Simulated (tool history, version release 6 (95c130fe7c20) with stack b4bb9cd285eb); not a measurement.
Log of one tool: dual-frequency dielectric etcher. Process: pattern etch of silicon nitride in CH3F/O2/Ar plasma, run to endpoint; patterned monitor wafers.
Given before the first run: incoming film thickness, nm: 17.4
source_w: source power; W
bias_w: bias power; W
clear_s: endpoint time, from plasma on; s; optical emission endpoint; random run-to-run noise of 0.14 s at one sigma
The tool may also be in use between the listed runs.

Run 1, hour 0: source_w 390 W, bias_w 83 W. Result: clear_s 24.431 s.
Run 2, hour 7.8: source_w 390 W, bias_w 74 W. Result: clear_s 25.522 s.
Run 3, hour 10.8: source_w 390 W, bias_w 80 W. Result: clear_s 25.026 s.
Run 4, hour 16.2: source_w 390 W, bias_w 70 W. Result: clear_s 25.953 s.
Run 5, hour 22.1: source_w 420 W, bias_w 75 W. Result: clear_s 24.449 s.
Run 6, hour 23.1: source_w 440 W, bias_w 78 W. Result: clear_s 23.544 s.

Expected results for the next run?
Run 7, hour 30.8: source_w 460 W, bias_w 80 W. Result: clear_s ?.

{"run 7": {"clear_s": 22.517}}

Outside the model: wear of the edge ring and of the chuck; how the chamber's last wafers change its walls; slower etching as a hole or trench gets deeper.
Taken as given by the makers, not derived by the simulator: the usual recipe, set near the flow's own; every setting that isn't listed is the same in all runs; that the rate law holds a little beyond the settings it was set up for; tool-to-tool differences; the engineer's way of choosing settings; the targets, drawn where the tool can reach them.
